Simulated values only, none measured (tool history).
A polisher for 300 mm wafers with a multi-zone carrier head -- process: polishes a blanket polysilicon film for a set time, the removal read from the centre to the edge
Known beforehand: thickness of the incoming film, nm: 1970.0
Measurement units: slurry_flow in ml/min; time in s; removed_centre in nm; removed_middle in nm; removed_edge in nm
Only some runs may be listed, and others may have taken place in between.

run,hour,slurry_flow,centre_zone,middle_zone,edge_zone,time,removed_centre,removed_middle,removed_edge
1,0,270,1,1,1,79,434.07,415.41,412.19
2,3.1,270,1,1.08,1,79,431.45,453.31,409.43
3,8.7,320,1,1.08,1,79,436.3,453.94,423.04
4,11.3,325,1.01,1.09,1.01,81,447.84,470.73,430.89
5,17.8,280,1.01,1.09,1.01,81,438.98,463.11,429.08
6,25.2,345,1.01,1.09,1.01,81,459.04,475.29,433.08
7,27.3,315,1.07,1.13,1.11,103,600.06,608.96,574.18

Forecast run 8:
8,28.9,320,1.07,1.13,1.11,103,?,?,?

{"run 8": {"removed_centre": 598.64, "removed_middle": 605.26, "removed_edge": 572.77}}
